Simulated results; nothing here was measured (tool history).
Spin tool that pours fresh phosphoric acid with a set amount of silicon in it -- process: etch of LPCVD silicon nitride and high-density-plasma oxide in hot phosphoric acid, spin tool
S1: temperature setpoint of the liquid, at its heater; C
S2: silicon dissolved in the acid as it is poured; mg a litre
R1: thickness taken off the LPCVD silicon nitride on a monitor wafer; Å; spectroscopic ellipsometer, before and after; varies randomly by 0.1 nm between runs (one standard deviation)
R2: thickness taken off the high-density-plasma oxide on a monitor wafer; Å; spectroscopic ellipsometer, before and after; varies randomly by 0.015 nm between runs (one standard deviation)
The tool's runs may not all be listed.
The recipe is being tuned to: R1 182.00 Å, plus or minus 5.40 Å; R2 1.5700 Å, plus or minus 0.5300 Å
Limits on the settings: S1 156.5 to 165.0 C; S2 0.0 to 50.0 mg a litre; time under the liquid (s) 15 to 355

Run 1, hour 0.0: S1 160.0 C, S2 29.5 mg a litre, time under the liquid (s) 180. Result: R1 147.95 Å, R2 3.2005 Å.
Run 2, hour 4.1: S1 161.0 C, S2 29.5 mg a litre, time under the liquid (s) 180. Result: R1 152.90 Å, R2 2.8461 Å.
Run 3, hour 11.7: S1 161.5 C, S2 31.5 mg a litre, time under the liquid (s) 180. Result: R1 155.22 Å, R2 2.7648 Å.
Run 4, hour 15.1: S1 162.0 C, S2 34.0 mg a litre, time under the liquid (s) 180. Result: R1 158.86 Å, R2 2.2833 Å.
Run 5, hour 18.9: S1 162.5 C, S2 35.0 mg a litre, time under the liquid (s) 180. Result: R1 161.47 Å, R2 2.9518 Å.
Run 6, hour 26.9: S1 163.5 C, S2 35.0 mg a litre, time under the liquid (s) 180. Result: R1 165.86 Å, R2 2.9770 Å.
Run 7, hour 35.0: S1 163.5 C, S2 37.5 mg a litre, time under the liquid (s) 185. Result: R1 171.79 Å, R2 2.6503 Å.
Run 8, hour 43.5: S1 163.5 C, S2 39.5 mg a litre, time under the liquid (s) 185. Result: R1 171.23 Å, R2 2.7583 Å.
Run 9, hour 44.6: S1 163.0 C, S2 41.0 mg a litre, time under the liquid (s) 190. Result: R1 172.51 Å, R2 2.3053 Å.
Run 10, hour 50.6: S1 163.0 C, S2 42.5 mg a litre, time under the liquid (s) 190. Result: R1 171.89 Å, R2 2.2170 Å.
Run 11, hour 55.5: S1 163.0 C, S2 43.5 mg a litre, time under the liquid (s) 190. Result: R1 173.33 Å, R2 1.8582 Å.

Exactly one of the 4 candidate moves below puts every result within its allowed miss. Which one?
Run A, hour 60.4: S1 163.5 C, S2 33.5 mg a litre, time under the liquid (s) 210. Result: R1 ?, R2 ?.
Run B, hour 60.4: S1 164.0 C, S2 41.0 mg a litre, time under the liquid (s) 170. Result: R1 ?, R2 ?.
Run C, hour 60.4: S1 164.5 C, S2 33.5 mg a litre, time under the liquid (s) 200. Result: R1 ?, R2 ?.
Run D, hour 60.4: S1 162.5 C, S2 50.0 mg a litre, time under the liquid (s) 205. Result: R1 ?, R2 ?.

move      R1      R2
   A  194.60  3.4155
   B  160.15  1.8672
   C  191.54  3.4983
   D  183.77  1.5064
A: pushes the last run's worst result past its target
B: further off than the last run
C: pushes the last run's worst result past its target
D: all results land within tolerance of their targets
The right move is D.

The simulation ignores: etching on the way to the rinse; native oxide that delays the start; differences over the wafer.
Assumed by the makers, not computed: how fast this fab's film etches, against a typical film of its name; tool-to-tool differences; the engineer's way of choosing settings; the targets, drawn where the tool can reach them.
